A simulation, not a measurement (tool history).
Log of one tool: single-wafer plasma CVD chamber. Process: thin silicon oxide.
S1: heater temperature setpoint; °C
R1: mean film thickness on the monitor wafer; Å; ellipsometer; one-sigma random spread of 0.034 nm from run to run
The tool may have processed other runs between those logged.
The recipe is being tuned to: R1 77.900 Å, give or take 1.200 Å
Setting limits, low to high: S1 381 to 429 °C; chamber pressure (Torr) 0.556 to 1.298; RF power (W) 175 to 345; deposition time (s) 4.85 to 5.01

Run 1, hour 0.0: S1 405 °C, chamber pressure (Torr) 0.927, RF power (W) 260, deposition time (s) 4.85. Result: R1 88.086 Å.
Run 2, hour 5.6: S1 405 °C, chamber pressure (Torr) 0.831, RF power (W) 260, deposition time (s) 4.85. Result: R1 80.883 Å.
Run 3, hour 13.4: S1 405 °C, chamber pressure (Torr) 0.736, RF power (W) 260, deposition time (s) 4.85. Result: R1 71.133 Å.
Run 4, hour 15.7: S1 411 °C, chamber pressure (Torr) 0.736, RF power (W) 260, deposition time (s) 4.85. Result: R1 71.372 Å.
Run 5, hour 18.4: S1 411 °C, chamber pressure (Torr) 0.756, RF power (W) 260, deposition time (s) 4.85. Result: R1 73.797 Å.
Run 6, hour 21.9: S1 411 °C, chamber pressure (Torr) 0.768, RF power (W) 260, deposition time (s) 4.85. Result: R1 74.656 Å.
Run 7, hour 23.8: S1 411 °C, chamber pressure (Torr) 0.778, RF power (W) 260, deposition time (s) 4.85. Result: R1 75.412 Å.
Run 8, hour 27.4: S1 411 °C, chamber pressure (Torr) 0.785, RF power (W) 260, deposition time (s) 4.85. Result: R1 75.900 Å.
Run 9, hour 33.1: S1 411 °C, chamber pressure (Torr) 0.791, RF power (W) 260, deposition time (s) 4.85. Result: R1 76.765 Å.

Of the 4 settings listed for the next run, only one would bring every result within its allowed miss of target. Which one?
Run A, hour 38.8: S1 412 °C, chamber pressure (Torr) 0.895, RF power (W) 215, deposition time (s) 4.95. Result: R1 ?.
Run B, hour 38.8: S1 387 °C, chamber pressure (Torr) 0.775, RF power (W) 255, deposition time (s) 4.85. Result: R1 ?.
Run C, hour 38.8: S1 408 °C, chamber pressure (Torr) 0.756, RF power (W) 265, deposition time (s) 4.88. Result: R1 ?.
Run D, hour 38.8: S1 412 °C, chamber pressure (Torr) 0.784, RF power (W) 255, deposition time (s) 4.86. Result: R1 ?.

move      R1
   A  78.068
   B  75.417
   C  74.740
   D  75.317
A: each result inside its tolerance
B: its largest miss is bigger than the last run's
C: its largest miss is bigger than the last run's
D: its largest miss is bigger than the last run's
So the answer is move A, the one that meets all the targets.
